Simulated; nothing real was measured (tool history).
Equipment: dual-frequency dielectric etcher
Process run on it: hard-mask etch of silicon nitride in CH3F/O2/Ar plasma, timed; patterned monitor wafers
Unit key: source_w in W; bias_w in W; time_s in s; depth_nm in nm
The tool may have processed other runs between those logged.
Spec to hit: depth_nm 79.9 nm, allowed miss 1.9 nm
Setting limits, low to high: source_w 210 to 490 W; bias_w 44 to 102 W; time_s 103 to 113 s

run  hour  source_w  bias_w  time_s  depth_nm
  1     0       350      73     113    68.984
  2   7.7       350      73     103    63.053
  3   8.2       350      81     103     64.05
  4  13.9       350      81     103    64.933
  5  17.8       380      86   105.5     70.31
  6  22.2       440      86   105.5     76.28
  7  26.4       450      86   105.5    76.929
  8  30.9       460      86   105.5    77.635

Which one of the following 5 next-run settings gets every result inside its allowed miss? There is exactly one.
  A  35.4       430      84     107         ?
  B  35.4       460      95     106         ?
  C  35.4       380      86     112         ?
  D  35.4       480      75     107         ?
  E  35.4       480      84     103         ?

move  depth_nm
   A    75.452
   B    80.396
   C    74.961
   D     76.64
   E    76.505
A: misses by more than the last run did
B: every result within its allowed miss
C: misses by more than the last run did
D: misses by more than the last run did
E: misses by more than the last run did
Correct choice: B, which meets every target
